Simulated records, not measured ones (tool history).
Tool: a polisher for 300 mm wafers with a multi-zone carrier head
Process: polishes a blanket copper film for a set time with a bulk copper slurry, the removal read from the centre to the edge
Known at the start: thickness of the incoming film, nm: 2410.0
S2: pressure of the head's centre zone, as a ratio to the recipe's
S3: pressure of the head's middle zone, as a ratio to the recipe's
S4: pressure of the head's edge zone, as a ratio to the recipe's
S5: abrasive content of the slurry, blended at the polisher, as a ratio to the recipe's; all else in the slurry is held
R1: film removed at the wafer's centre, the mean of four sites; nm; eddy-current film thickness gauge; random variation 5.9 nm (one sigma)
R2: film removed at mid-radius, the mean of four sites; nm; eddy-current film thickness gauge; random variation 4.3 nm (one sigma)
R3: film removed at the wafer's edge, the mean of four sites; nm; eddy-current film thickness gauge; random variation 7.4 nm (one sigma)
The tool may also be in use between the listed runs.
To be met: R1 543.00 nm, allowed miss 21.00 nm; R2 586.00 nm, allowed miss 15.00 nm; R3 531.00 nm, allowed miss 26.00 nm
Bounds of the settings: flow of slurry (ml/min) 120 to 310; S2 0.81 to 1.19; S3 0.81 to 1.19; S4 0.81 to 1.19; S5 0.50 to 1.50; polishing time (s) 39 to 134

{"run": 1, "day": 0.0, "flow of slurry (ml/min)": 200, "S2": 1.0, "S3": 1.0, "S4": 1.0, "S5": 1.0, "polishing time (s)": 86, "R1": 593.11, "R2": 628.15, "R3": 601.64}
{"run": 2, "day": 0.375, "flow of slurry (ml/min)": 190, "S2": 0.99, "S3": 1.0, "S4": 0.96, "S5": 0.95, "polishing time (s)": 86, "R1": 577.31, "R2": 601.8, "R3": 594.9}
{"run": 3, "day": 0.725, "flow of slurry (ml/min)": 190, "S2": 0.99, "S3": 0.97, "S4": 0.96, "S5": 0.95, "polishing time (s)": 86, "R1": 568.92, "R2": 588.02, "R3": 572.17}
{"run": 4, "day": 0.821, "flow of slurry (ml/min)": 190, "S2": 1.03, "S3": 0.97, "S4": 0.96, "S5": 0.95, "polishing time (s)": 86, "R1": 604.46, "R2": 590.53, "R3": 584.39}
{"run": 5, "day": 1.092, "flow of slurry (ml/min)": 190, "S2": 1.03, "S3": 0.97, "S4": 0.96, "S5": 0.95, "polishing time (s)": 66, "R1": 457.87, "R2": 449.62, "R3": 437.52}
{"run": 6, "day": 1.129, "flow of slurry (ml/min)": 200, "S2": 1.05, "S3": 1.01, "S4": 1.02, "S5": 1.0, "polishing time (s)": 66, "R1": 481.81, "R2": 472.05, "R3": 463.47}
{"run": 7, "day": 1.167, "flow of slurry (ml/min)": 215, "S2": 1.05, "S3": 1.05, "S4": 1.04, "S5": 1.05, "polishing time (s)": 66, "R1": 488.43, "R2": 509.08, "R3": 466.16}
{"day": 1.492, "done": "worn pad replaced by a new one"}
{"run": 8, "day": 1.492, "flow of slurry (ml/min)": 235, "S2": 1.06, "S3": 1.06, "S4": 1.14, "S5": 1.3, "polishing time (s)": 70, "R1": 636.36, "R2": 637.91, "R3": 619.67}

Which of these 5 next moves meets every target?
{"run": "A", "day": 1.817, "flow of slurry (ml/min)": 225, "S2": 1.02, "S3": 1.14, "S4": 0.98, "S5": 0.95, "polishing time (s)": 71, "R1": "?", "R2": "?", "R3": "?"}
{"run": "B", "day": 1.817, "flow of slurry (ml/min)": 245, "S2": 1.12, "S3": 0.96, "S4": 1.13, "S5": 1.15, "polishing time (s)": 67, "R1": "?", "R2": "?", "R3": "?"}
{"run": "C", "day": 1.817, "flow of slurry (ml/min)": 270, "S2": 1.08, "S3": 1.07, "S4": 1.12, "S5": 1.25, "polishing time (s)": 60, "R1": "?", "R2": "?", "R3": "?"}
{"run": "D", "day": 1.817, "flow of slurry (ml/min)": 230, "S2": 1.03, "S3": 1.09, "S4": 1.11, "S5": 1.2, "polishing time (s)": 70, "R1": "?", "R2": "?", "R3": "?"}
{"run": "E", "day": 1.817, "flow of slurry (ml/min)": 200, "S2": 1.1, "S3": 1.15, "S4": 1.13, "S5": 1.45, "polishing time (s)": 59, "R1": "?", "R2": "?", "R3": "?"}

move=A R1=556.36 R2=635.02 R3=538.08
move=B R1=618.89 R2=555.17 R3=584.61
move=C R1=554.90 R2=564.98 R3=538.03
move=D R1=597.84 R2=650.05 R3=608.85
move=E R1=559.16 R2=596.56 R3=540.67
A: brings the result that was furthest off to its target, and leaves another outside
B: nearer than the last run, and not there yet
C: brings the result that was furthest off to its target, and leaves another outside
D: as far off as the last run
E: meets every target
Move E is the one to make.
